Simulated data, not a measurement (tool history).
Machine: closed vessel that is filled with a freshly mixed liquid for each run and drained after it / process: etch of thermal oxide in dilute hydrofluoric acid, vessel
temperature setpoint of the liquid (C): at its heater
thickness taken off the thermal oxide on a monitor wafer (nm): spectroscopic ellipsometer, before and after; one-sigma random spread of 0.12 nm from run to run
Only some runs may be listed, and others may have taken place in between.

run	day	temperature setpoint of the liquid (C)	parts of water to one part of 49 % hydrofluoric acid (parts by volume)	time in the liquid (s)	thickness taken off the thermal oxide on a monitor wafer (nm)
1	0	20	130	815	22.902
2	0.388	18	130	815	21.345
3	0.708	18	110	815	25.62
4	1.075	18	130	815	21.331
5	1.133	19.5	130	815	22.537
6	1.188	19.5	150	815	19.327
7	1.404	21	150	815	20.231
8	1.721	22.5	150	815	21.594
9	1.9	23.5	150	815	22.32
10	2.096	23.5	150	815	22.607

Forecast run 11:
11	2.467	24.5	150	815	?

Logged for run 11: thickness taken off the thermal oxide on a monitor wafer (nm) 23.256.
